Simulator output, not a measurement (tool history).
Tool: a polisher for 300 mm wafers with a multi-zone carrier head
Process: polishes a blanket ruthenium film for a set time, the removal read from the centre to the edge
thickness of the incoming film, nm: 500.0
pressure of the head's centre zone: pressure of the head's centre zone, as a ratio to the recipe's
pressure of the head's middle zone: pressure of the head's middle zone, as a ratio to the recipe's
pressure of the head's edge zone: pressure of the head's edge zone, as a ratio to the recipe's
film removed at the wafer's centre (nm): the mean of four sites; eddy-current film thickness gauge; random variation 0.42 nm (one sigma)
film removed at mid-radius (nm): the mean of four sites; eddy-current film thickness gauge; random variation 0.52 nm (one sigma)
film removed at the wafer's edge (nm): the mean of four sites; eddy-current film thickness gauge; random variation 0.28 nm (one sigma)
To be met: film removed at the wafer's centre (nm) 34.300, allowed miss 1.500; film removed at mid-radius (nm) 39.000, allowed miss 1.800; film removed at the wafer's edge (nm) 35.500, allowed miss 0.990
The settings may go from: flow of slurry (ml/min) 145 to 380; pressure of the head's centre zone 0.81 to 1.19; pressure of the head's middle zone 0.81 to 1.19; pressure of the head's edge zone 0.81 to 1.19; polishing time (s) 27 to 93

| run | hour | flow of slurry (ml/min) | pressure of the head's centre zone | pressure of the head's middle zone | pressure of the head's edge zone | polishing time (s) | film removed at the wafer's centre (nm) | film removed at mid-radius (nm) | film removed at the wafer's edge (nm) |
|---|---|---|---|---|---|---|---|---|---|
| 1 | 0.0 | 245 | 1.00 | 1.00 | 1.00 | 59 | 59.600 | 59.317 | 59.129 |
| 2 | 1.7 | 245 | 1.00 | 1.00 | 1.00 | 72 | 72.687 | 71.999 | 71.384 |
| 3 | 6.7 | 240 | 0.98 | 1.01 | 0.97 | 64 | 62.990 | 64.870 | 62.928 |
| 4 | 9.5 | 240 | 1.02 | 1.01 | 0.97 | 64 | 66.845 | 67.376 | 63.672 |
| 5 | 13.2 | 180 | 1.02 | 1.01 | 0.97 | 64 | 62.672 | 61.790 | 60.621 |
| 6 | 19.3 | 180 | 1.00 | 1.02 | 0.95 | 57 | 54.514 | 57.032 | 52.986 |
| 7 | 24.6 | 175 | 0.98 | 1.01 | 0.93 | 53 | 49.342 | 51.897 | 48.476 |
| 8 | 30.3 | 175 | 0.96 | 1.00 | 0.91 | 50 | 45.393 | 47.799 | 45.727 |
| 9 | 32.9 | 170 | 0.95 | 1.00 | 0.90 | 48 | 43.653 | 46.384 | 43.410 |
| 10 | 38.8 | 170 | 0.94 | 1.00 | 0.89 | 46 | 41.259 | 43.481 | 40.805 |
| 11 | 45.1 | 170 | 0.92 | 1.00 | 0.88 | 45 | 39.382 | 42.725 | 40.798 |
| 12 | 49.2 | 165 | 0.92 | 1.01 | 0.87 | 44 | 38.927 | 42.492 | 39.343 |
| 13 | 55.6 | 165 | 0.91 | 1.01 | 0.86 | 43 | 37.216 | 41.589 | 38.256 |
| 14 | 60.4 | 165 | 0.91 | 1.01 | 0.85 | 43 | 37.688 | 41.177 | 37.928 |
| 15 | 62.9 | 165 | 0.90 | 1.01 | 0.84 | 43 | 36.199 | 41.342 | 37.385 |
| 16 | 63.6 | 165 | 0.90 | 1.01 | 0.83 | 43 | 36.568 | 40.623 | 37.747 |

Which of these 4 next moves meets every target?
| A | 64.3 | 145 | 0.97 | 0.88 | 0.81 | 46 | ? | ? | ? |
| B | 64.3 | 155 | 0.89 | 1.01 | 0.83 | 41 | ? | ? | ? |
| C | 64.3 | 165 | 1.01 | 0.94 | 0.96 | 42 | ? | ? | ? |
| D | 64.3 | 160 | 0.93 | 1.01 | 0.86 | 44 | ? | ? | ? |

| move | film removed at the wafer's centre (nm) | film removed at mid-radius (nm) | film removed at the wafer's edge (nm) |
|---|---|---|---|
| A | 40.947 | 38.176 | 38.399 |
| B | 34.483 | 38.742 | 34.923 |
| C | 40.075 | 37.874 | 38.645 |
| D | 38.766 | 41.861 | 38.267 |
A: further off than the last run
B: meets every target
C: further off than the last run
D: further off than the last run
The right move is B.
